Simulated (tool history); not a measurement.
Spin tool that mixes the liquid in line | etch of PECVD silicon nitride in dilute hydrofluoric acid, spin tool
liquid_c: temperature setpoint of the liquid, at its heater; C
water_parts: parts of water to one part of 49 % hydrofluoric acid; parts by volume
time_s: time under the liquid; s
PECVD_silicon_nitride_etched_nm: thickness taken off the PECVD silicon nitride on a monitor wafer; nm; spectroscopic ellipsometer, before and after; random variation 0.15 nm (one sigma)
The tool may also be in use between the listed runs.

| run | hour | liquid_c | water_parts | time_s | PECVD_silicon_nitride_etched_nm |
|---|---|---|---|---|---|
| 1 | 0.0 | 23.0 | 290 | 275 | 2.4608 |
| 2 | 1.9 | 20.5 | 290 | 275 | 2.0590 |
| 3 | 10.1 | 23.5 | 290 | 275 | 2.4324 |
| 4 | 18.0 | 24.5 | 245 | 280 | 3.1545 |
| 5 | 21.8 | 25.5 | 220 | 280 | 3.9539 |
| 6 | 28.1 | 26.5 | 210 | 280 | 4.4051 |
| 7 | 36.7 | 27.5 | 205 | 280 | 4.6317 |
| 8 | 44.8 | 28.0 | 195 | 280 | 4.9990 |
| 9 | 47.6 | 28.5 | 190 | 280 | 5.4133 |
| 10 | 53.9 | 29.0 | 190 | 280 | 5.6769 |

Run 11 comes next. What will it give?
| 11 | 62.1 | 29.0 | 190 | 280 | ? |

{"run 11": {"PECVD_silicon_nitride_etched_nm": 5.6276}}

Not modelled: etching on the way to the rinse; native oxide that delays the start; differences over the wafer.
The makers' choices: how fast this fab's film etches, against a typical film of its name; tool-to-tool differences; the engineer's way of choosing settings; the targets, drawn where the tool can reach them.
